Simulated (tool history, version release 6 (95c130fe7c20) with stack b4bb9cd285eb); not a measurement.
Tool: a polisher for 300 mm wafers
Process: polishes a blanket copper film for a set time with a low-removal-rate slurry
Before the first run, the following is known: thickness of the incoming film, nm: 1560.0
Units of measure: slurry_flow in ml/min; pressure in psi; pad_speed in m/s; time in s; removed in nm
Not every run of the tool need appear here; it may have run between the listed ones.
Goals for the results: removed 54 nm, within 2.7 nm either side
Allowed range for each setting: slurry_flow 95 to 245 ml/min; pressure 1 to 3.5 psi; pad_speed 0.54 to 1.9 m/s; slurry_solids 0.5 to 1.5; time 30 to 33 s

run  hour  slurry_flow  pressure  pad_speed  slurry_solids  time  removed
  1     0          155       2.2       1.22              1    33   89.943
  2   5.6          155       2.2       1.22           1.15    33   91.783
  3   6.7          155       2.2       1.22           1.15    30   84.643
  4  11.1          155       1.9        1.2           1.15    30   74.996
  5  19.5          155       1.9        1.2           1.15    33   82.361
  6  27.8          155       1.6       1.16           1.15    33   70.533
  7  31.5          155       1.4       1.14           1.15    33   66.476
  8  37.7          155       1.3       1.12           1.15    33   60.639
  9  45.9          155       1.2       1.12           1.15    33   59.535
     47.3  -- worn pad replaced by a new one
 10  47.3          155       1.1       1.12           1.15    33   60.985

4 candidate next runs follow, results not yet known. Just one meets every target within its allowed miss. Identify it.
  A  48.7          175         1       0.96           0.95    30        ?
  B  48.7          155         1       1.06           1.15    31        ?
  C  48.7          170         1       0.94           1.15    30        ?
  D  48.7          170         1       0.92            1.2    30        ?

move  removed
   A   47.474
   B   53.508
   C   48.411
   D   48.149
A: moves the result that the last run missed by most past its target, out the other side
B: hits every target within its allowed miss
C: moves the result that the last run missed by most past its target, out the other side
D: moves the result that the last run missed by most past its target, out the other side
B is the move that brings every result within its allowed miss.

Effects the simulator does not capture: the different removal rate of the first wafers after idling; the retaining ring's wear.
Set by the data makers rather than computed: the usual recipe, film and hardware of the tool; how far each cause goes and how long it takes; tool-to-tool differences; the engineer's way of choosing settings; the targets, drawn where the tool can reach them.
